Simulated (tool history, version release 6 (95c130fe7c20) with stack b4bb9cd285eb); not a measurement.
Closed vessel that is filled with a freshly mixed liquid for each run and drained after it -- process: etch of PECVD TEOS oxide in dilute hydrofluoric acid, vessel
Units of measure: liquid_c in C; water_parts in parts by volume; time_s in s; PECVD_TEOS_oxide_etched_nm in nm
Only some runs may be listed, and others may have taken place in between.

run  hour  liquid_c  water_parts  time_s  PECVD_TEOS_oxide_etched_nm
  1     0        24           60     360                      60.075
  2   4.8        24           60     360                      60.358
  3  13.2        21           60     360                      53.358
  4  15.1        21           60     360                      53.322
  5  20.2        20           60     360                      51.535
  6  21.5        20           60     360                      51.154

Run 7 is up next; what results do you expect?
  7  27.1        19           60     360                           ?

{"run 7": {"PECVD_TEOS_oxide_etched_nm": 49.359}}

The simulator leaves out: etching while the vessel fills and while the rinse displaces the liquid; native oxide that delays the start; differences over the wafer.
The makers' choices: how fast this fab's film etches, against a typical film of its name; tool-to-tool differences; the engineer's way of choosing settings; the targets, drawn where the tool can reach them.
